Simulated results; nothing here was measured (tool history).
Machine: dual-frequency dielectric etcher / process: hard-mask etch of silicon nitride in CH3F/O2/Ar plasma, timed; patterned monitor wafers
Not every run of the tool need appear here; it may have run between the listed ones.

run  hour  source power (W)  bias power (W)  etch time (s)  mean etch depth across the wafer (nm)
  1   0.0               340              93          149.0                                 99.069
  2   6.2               340              77          149.0                                 89.786
  3   7.3               320              77          149.0                                 86.727
  4  13.2               320              87          149.0                                 93.468
  5  18.9               350              87          149.0                                 96.505
  6  25.2               350              87          149.0                                 97.233
  7  27.4               360              87          149.0                                 96.997
  8  32.3               420             103          149.0                                112.500

What will run 9 give?
  9  33.9               420             103          149.0                                      ?

Logged for run 9: mean etch depth across the wafer (nm) 113.120.

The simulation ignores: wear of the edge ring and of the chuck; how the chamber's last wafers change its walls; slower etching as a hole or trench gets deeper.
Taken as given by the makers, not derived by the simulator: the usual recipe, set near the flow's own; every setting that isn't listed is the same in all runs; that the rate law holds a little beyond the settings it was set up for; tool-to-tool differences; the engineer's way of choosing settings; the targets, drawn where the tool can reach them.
